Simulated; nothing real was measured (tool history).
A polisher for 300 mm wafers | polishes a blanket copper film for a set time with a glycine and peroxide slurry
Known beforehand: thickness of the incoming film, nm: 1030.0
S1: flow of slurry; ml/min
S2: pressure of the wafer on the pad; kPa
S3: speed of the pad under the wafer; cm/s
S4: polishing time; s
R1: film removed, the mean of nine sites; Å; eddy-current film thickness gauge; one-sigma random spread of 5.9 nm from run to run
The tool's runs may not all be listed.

| run | day | S1 | S2 | S3 | S4 | R1 |
|---|---|---|---|---|---|---|
| 1 | 0.000 | 180 | 13.8 | 124 | 107 | 5693.2 |
| 2 | 0.246 | 180 | 13.8 | 148 | 107 | 6471.1 |
| 3 | 0.546 | 180 | 13.8 | 166 | 107 | 7057.2 |
| 4 | 0.783 | 180 | 12.4 | 162 | 107 | 6395.2 |
| 5 | 1.162 | 180 | 11.0 | 158 | 107 | 5690.5 |
| 6 | 1.462 | 200 | 11.0 | 158 | 107 | 5715.9 |

What does the tool deliver on the next run?
| 7 | 1.592 | 200 | 10.3 | 156 | 107 | ? |

R1: 5430.3 Å
